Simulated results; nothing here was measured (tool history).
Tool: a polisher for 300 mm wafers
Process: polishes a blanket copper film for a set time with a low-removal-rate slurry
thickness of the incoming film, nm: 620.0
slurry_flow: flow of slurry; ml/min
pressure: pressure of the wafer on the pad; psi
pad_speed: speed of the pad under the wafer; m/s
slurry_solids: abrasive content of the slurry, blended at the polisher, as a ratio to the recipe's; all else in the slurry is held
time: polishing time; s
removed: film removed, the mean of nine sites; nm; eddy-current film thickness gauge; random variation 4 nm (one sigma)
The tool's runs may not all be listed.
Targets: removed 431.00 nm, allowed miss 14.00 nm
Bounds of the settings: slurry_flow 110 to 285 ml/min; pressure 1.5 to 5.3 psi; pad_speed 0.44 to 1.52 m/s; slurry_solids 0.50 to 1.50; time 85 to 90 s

run,day,slurry_flow,pressure,pad_speed,slurry_solids,time,removed
1,0.000,180,3.4,0.98,1.00,85,251.91
2,0.021,180,3.4,0.74,1.00,85,191.02
3,0.058,185,3.8,0.78,1.00,85,229.84
4,0.392,190,4.1,0.80,1.00,85,248.52
5,0.679,190,4.4,0.84,1.00,85,280.11
6,0.717,195,4.6,0.88,1.00,85,307.90
# day 1.008: slurry blender recalibrated
7,1.008,195,4.8,0.92,1.00,85,345.11
8,1.100,195,4.8,0.92,1.00,85,352.93
9,1.238,195,4.9,0.94,1.00,85,360.30
10,1.354,195,5.0,0.96,1.00,85,383.17
11,1.558,195,5.1,0.96,1.00,85,393.39
12,1.742,195,5.2,0.98,1.00,85,405.83
13,1.929,200,5.2,0.98,1.00,85,416.27
14,2.075,205,5.2,0.98,1.00,85,407.02

5 next moves are on the table. One of them brings every result within its allowed miss. Which?
A,2.221,210,5.3,0.94,1.00,90,?
B,2.221,220,5.0,0.94,0.80,89,?
C,2.221,185,5.3,0.84,1.05,90,?
D,2.221,195,5.1,0.96,1.15,86,?
E,2.221,215,5.3,1.00,1.10,89,?

move,removed
A,426.21
B,389.14
C,377.83
D,403.96
E,454.93
A: meets every target
B: further off than the last run
C: further off than the last run
D: further off than the last run
E: takes the result that was furthest off past its target
Move A is the one to make.

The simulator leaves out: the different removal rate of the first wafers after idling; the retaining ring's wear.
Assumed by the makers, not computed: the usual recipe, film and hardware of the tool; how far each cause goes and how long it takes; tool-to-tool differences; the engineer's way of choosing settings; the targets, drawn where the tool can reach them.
